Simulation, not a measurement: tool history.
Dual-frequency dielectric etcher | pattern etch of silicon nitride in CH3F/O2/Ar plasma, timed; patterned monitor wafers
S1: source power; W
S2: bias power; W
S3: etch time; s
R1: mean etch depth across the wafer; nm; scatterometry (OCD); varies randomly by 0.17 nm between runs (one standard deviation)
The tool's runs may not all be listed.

{"run": 1, "hour": 0.0, "S1": 520, "S2": 74, "S3": 47, "R1": 34.491}
{"run": 2, "hour": 7.4, "S1": 470, "S2": 74, "S3": 47, "R1": 33.555}
{"run": 3, "hour": 12.3, "S1": 430, "S2": 67, "S3": 47, "R1": 31.464}
{"run": 4, "hour": 19.1, "S1": 400, "S2": 63, "S3": 47, "R1": 30.215}
{"run": 5, "hour": 27.6, "S1": 380, "S2": 60, "S3": 47, "R1": 28.919}
{"run": 6, "hour": 30.4, "S1": 380, "S2": 60, "S3": 49, "R1": 30.352}

What does the tool deliver on the next run?
{"run": 7, "hour": 33.8, "S1": 370, "S2": 57, "S3": 49, "R1": "?"}

{"run 7": {"R1": 29.708}}
